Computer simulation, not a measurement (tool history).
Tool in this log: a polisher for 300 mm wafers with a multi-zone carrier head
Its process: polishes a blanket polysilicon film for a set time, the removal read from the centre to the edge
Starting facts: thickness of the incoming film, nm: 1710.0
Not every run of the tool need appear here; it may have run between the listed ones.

run	hour	flow of slurry (ml/min)	pressure of the head's centre zone	pressure of the head's middle zone	pressure of the head's edge zone	polishing time (s)	film removed at the wafer's centre (nm)	film removed at mid-radius (nm)	film removed at the wafer's edge (nm)
1	0.0	195	1.00	1.00	1.00	50	324.01	332.76	332.11
2	4.8	195	1.00	1.00	0.94	50	327.14	338.65	328.78
3	9.0	195	1.00	1.00	0.99	50	328.66	333.84	330.63
4	12.0	195	1.00	1.00	0.99	59	383.57	393.26	388.37
5	16.6	195	1.00	1.00	0.99	47	307.24	309.19	312.68
6	24.4	195	1.00	1.00	0.94	47	306.88	316.50	305.54
7	31.3	200	1.01	1.00	0.98	50	328.73	334.36	325.60

Run 8, settings as shown, results not yet in. Your forecast:
8	35.3	215	1.01	0.93	1.08	64	?	?	?

film removed at the wafer's centre (nm): 429.51
film removed at mid-radius (nm): 412.67
film removed at the wafer's edge (nm): 446.43

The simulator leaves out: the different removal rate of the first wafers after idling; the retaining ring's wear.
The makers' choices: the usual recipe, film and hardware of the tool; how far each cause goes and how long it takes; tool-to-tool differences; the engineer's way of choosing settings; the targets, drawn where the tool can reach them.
